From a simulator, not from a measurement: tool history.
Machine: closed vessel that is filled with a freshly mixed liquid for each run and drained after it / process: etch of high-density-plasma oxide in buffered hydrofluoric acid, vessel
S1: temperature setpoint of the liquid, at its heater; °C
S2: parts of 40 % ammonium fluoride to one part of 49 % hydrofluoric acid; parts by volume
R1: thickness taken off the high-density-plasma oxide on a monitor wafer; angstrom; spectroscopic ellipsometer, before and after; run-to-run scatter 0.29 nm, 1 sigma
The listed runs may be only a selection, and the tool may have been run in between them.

Run 1, day 0.000: S1 23.0 °C, S2 21.0 parts by volume, time in the liquid (s) 40. Result: R1 238.67 angstrom.
Run 2, day 0.321: S1 23.0 °C, S2 21.0 parts by volume, time in the liquid (s) 35. Result: R1 203.84 angstrom.
Run 3, day 0.596: S1 25.0 °C, S2 21.0 parts by volume, time in the liquid (s) 35. Result: R1 229.66 angstrom.
Run 4, day 0.729: S1 25.0 °C, S2 25.5 parts by volume, time in the liquid (s) 35. Result: R1 196.13 angstrom.
Run 5, day 0.875: S1 25.0 °C, S2 25.5 parts by volume, time in the liquid (s) 35. Result: R1 193.65 angstrom.
Run 6, day 0.925: S1 27.5 °C, S2 25.5 parts by volume, time in the liquid (s) 35. Result: R1 223.26 angstrom.

Expected results for the next run?
Run 7, day 1.083: S1 28.5 °C, S2 24.5 parts by volume, time in the liquid (s) 35. Result: R1 ?.

{"run 7": {"R1": 241.86}}
